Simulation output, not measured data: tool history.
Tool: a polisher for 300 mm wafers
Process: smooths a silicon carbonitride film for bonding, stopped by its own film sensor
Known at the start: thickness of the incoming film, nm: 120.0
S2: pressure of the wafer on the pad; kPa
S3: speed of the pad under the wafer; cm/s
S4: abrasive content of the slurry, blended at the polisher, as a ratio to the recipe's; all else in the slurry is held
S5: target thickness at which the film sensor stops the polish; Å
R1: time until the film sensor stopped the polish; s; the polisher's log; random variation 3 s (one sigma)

run 1 hour=0 | flow_of_slurry_(ml/min)=245 S2=12.4 S3=98 S4=1 S5=980 | R1=104.35
run 2 hour=4.1 | flow_of_slurry_(ml/min)=245 S2=11 S3=98 S4=1 S5=980 | R1=117.66
run 3 hour=6.6 | flow_of_slurry_(ml/min)=220 S2=11 S3=98 S4=1 S5=980 | R1=118.76
run 4 hour=13.3 | flow_of_slurry_(ml/min)=220 S2=10.3 S3=96 S4=1 S5=980 | R1=129.63
run 5 hour=17.9 | flow_of_slurry_(ml/min)=265 S2=10.3 S3=96 S4=1 S5=980 | R1=128.27
run 6 hour=23 | flow_of_slurry_(ml/min)=265 S2=9.7 S3=96 S4=1 S5=980 | R1=133.14

Run 7 comes next. What will it give?
run 7 hour=25.8 | flow_of_slurry_(ml/min)=265 S2=6.2 S3=78 S4=0.95 S5=980 | R1=?

{"run 7": {"R1": 238.85}}
